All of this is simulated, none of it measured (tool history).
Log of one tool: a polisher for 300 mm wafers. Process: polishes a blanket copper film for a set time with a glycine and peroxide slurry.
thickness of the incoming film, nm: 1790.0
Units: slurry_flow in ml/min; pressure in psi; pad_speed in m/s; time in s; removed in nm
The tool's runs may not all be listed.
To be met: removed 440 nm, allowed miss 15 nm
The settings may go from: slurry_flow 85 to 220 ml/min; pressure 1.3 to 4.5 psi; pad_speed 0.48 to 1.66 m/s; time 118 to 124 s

| run | day | slurry_flow | pressure | pad_speed | time | removed |
|---|---|---|---|---|---|---|
| 1 | 0 | 140 | 2.9 | 1.06 | 118 | 602.72 |
| 2 | 0.304 | 140 | 2.9 | 1.06 | 118 | 588.61 |
| 3 | 0.675 | 130 | 2.9 | 1.06 | 118 | 596.2 |
| 4 | 0.821 | 130 | 2.7 | 1.06 | 118 | 544.9 |
| 5 | 0.988 | 125 | 2.6 | 1.06 | 118 | 538.42 |
|  | 1.042 | head pressure recalibrated |
| 6 | 1.042 | 160 | 2.6 | 1.06 | 118 | 540.75 |
| 7 | 1.388 | 160 | 2.5 | 1.06 | 118 | 518.65 |
| 8 | 1.7 | 160 | 2.4 | 1.06 | 118 | 512.14 |
| 9 | 1.829 | 160 | 2.3 | 1.06 | 118 | 496 |
| 10 | 1.975 | 160 | 2.2 | 1.06 | 118 | 481.11 |
| 11 | 2.288 | 160 | 2.1 | 1.06 | 118 | 461.48 |

Which of these 4 next moves meets every target?
| A | 2.6 | 190 | 1.7 | 1.02 | 118 | ? |
| B | 2.6 | 140 | 1.7 | 1.24 | 121 | ? |
| C | 2.6 | 120 | 2.1 | 1.26 | 123 | ? |
| D | 2.6 | 180 | 2.5 | 0.82 | 121 | ? |

| move | removed |
|---|---|
| A | 403.57 |
| B | 438.07 |
| C | 502.59 |
| D | 474.38 |
A: takes the result that was furthest off past its target
B: meets every target
C: further off than the last run
D: further off than the last run
Answer: B

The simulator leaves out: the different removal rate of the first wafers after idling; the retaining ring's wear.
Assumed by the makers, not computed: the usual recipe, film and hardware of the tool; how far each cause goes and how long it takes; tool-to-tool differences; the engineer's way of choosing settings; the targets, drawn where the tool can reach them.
